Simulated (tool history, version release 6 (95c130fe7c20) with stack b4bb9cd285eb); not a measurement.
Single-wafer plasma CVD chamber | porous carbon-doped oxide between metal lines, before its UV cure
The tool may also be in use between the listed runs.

run	hour	heater temperature setpoint (°C)	RF power (W)	deposition time (s)	mean film thickness on the monitor wafer (angstrom)
1	0	300	585	28.3	1831.8
2	6.7	300	525	28.3	1669.2
3	9.8	300	525	28.3	1677.2
4	14.6	297	530	28.3	1697.7
5	16.3	306	530	28.3	1610.1
6	23.8	302	530	28.3	1654

Forecast run 7:
7	25.9	290	570	28.3	?

Run 7 gave mean film thickness on the monitor wafer (angstrom) 1917.1.
